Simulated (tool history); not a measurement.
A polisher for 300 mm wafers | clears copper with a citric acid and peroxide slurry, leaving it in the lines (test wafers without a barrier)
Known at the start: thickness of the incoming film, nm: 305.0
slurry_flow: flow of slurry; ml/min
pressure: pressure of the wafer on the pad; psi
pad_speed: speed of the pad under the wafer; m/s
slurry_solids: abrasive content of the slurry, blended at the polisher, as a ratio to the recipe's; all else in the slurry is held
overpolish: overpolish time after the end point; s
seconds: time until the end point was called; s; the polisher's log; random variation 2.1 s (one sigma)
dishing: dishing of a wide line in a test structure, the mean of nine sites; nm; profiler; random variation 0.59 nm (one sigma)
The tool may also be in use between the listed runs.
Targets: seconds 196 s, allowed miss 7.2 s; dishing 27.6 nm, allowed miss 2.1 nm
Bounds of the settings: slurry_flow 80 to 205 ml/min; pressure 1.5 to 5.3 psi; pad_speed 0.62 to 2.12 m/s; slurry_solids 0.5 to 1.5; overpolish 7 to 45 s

run	hour	slurry_flow	pressure	pad_speed	slurry_solids	overpolish	seconds	dishing
1	0	135	3.4	1.36	1	23	100.21	44.305
2	3	135	4.2	1.36	1	23	83.067	52.802
3	9.7	135	4.2	1.36	1	17	79.859	42.237
4	15.6	130	3.4	1.3	1	20	102.96	37.981
5	23.7	130	2.8	1.24	1	22	131.12	34.207
6	25.9	125	2.4	1.24	1	23	158.68	31.601
7	26.7	115	2.3	1.24	1	23	165.64	30.004
8	34.4	105	2.2	1.24	1	23	178.68	27.391
9	35.1	100	2.2	1.24	1	24	177.5	28.573

Which of these 5 next moves meets every target?
A	35.8	115	2.2	1.06	1	33	?	?
B	35.8	85	2.6	1.12	0.95	29	?	?
C	35.8	85	2.3	1.14	1	34	?	?
D	35.8	80	2.4	1.24	1.05	24	?	?
E	35.8	110	2.4	1.06	0.7	26	?	?

move	seconds	dishing
A	203.09	32.983
B	181.61	32.719
C	198.85	34.488
D	178.51	28.104
E	201.34	27.142
A: brings the result that was furthest off to its target, and leaves another outside
B: nearer than the last run, and not there yet
C: brings the result that was furthest off to its target, and leaves another outside
D: nearer than the last run, and not there yet
E: meets every target
Answer: E

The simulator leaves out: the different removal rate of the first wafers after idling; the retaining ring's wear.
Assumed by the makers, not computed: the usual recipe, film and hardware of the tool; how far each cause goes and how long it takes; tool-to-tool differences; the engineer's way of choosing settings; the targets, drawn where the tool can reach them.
